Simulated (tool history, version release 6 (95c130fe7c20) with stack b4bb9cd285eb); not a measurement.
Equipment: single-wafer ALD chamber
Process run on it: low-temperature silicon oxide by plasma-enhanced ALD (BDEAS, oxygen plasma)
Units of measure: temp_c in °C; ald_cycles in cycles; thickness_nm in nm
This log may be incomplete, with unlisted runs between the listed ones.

Run 1, hour 0: temp_c 115 °C, ald_cycles 57 cycles. Result: thickness_nm 8.3105 nm.
Run 2, hour 1.7: temp_c 114 °C, ald_cycles 58 cycles. Result: thickness_nm 8.4252 nm.
Run 3, hour 10: temp_c 114 °C, ald_cycles 59 cycles. Result: thickness_nm 8.5791 nm.
Run 4, hour 15.1: temp_c 124 °C, ald_cycles 59 cycles. Result: thickness_nm 8.4278 nm.
Run 5, hour 18: temp_c 124 °C, ald_cycles 53 cycles. Result: thickness_nm 7.6018 nm.
Run 6, hour 19.7: temp_c 115 °C, ald_cycles 53 cycles. Result: thickness_nm 7.7569 nm.

Run 7 is up next; what results do you expect?
At hour 22.5: thermocouple changed; heater temperature recalibrated.
Run 7, hour 22.5: temp_c 113 °C, ald_cycles 55 cycles. Result: thickness_nm ?.

{"run 7": {"thickness_nm": 8.0519}}

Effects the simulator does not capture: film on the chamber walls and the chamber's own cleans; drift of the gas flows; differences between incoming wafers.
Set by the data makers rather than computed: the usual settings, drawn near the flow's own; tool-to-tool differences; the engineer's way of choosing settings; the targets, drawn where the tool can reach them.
